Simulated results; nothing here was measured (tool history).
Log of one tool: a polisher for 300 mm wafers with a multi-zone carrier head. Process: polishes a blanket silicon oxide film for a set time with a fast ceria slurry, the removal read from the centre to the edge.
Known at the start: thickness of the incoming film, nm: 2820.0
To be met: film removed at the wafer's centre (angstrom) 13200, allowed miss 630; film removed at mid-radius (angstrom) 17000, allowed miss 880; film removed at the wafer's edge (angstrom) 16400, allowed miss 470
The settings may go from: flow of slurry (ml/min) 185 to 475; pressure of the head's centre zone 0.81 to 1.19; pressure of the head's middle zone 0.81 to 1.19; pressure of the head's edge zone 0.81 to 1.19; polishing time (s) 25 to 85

run    day  flow of slurry (ml/min)  pressure of the head's centre zone  pressure of the head's middle zone  pressure of the head's edge zone  polishing time (s)  film removed at the wafer's centre (angstrom)  film removed at mid-radius (angstrom)  film removed at the wafer's edge (angstrom)
  1  0.000                      305                                1.00                                1.00                              1.00                  55                                          11594                                  11086                                        11614
  2  0.171                      330                                1.00                                1.00                              1.00                  55                                          11300                                  11492                                        11465
  3  0.371                      335                                0.98                                1.01                              1.02                  58                                          11814                                  12102                                        12348
  4  0.421                      335                                0.98                                1.01                              1.10                  58                                          11931                                  11937                                        12736
  5  0.617                      335                                0.98                                0.95                              1.10                  58                                          12071                                  11783                                        12649
  6  0.867                      355                                0.96                                0.97                              1.10                  60                                          12251                                  12221                                        13273
  7  1.225                      365                                0.95                                1.00                              1.09                  62                                          12761                                  12804                                        13692
  8  1.571                      360                                0.93                                1.03                              1.08                  64                                          12973                                  13566                                        13972
  9  1.608                      370                                0.91                                1.05                              1.10                  65                                          12509                                  13817                                        14276
 10  1.783                      370                                0.90                                1.07                              1.10                  66                                          12891                                  15088                                        14730
 11  2.029                      370                                0.89                                1.07                              1.11                  67                                          12915                                  14789                                        14916
 12  2.212                      370                                0.88                                1.08                              1.12                  68                                          12903                                  15207                                        15289

Which of these 4 next moves meets every target?
  A  2.396                      320                                0.82                                1.12                              1.11                  74                                              ?                                      ?                                            ?
  B  2.396                      355                                0.97                                1.03                              1.17                  72                                              ?                                      ?                                            ?
  C  2.396                      360                                0.91                                1.05                              1.18                  78                                              ?                                      ?                                            ?
  D  2.396                      310                                0.82                                1.01                              1.19                  70                                              ?                                      ?                                            ?

move  film removed at the wafer's centre (angstrom)  film removed at mid-radius (angstrom)  film removed at the wafer's edge (angstrom)
   A                                          13020                                  16839                                        16207
   B                                          14806                                  15391                                        16303
   C                                          15192                                  16973                                        17746
   D                                          12263                                  14538                                        15825
A: meets every target
B: brings the result that was furthest off to its target, and leaves another outside
C: takes the result that was furthest off past its target
D: further off than the last run
Move A is the one to make.
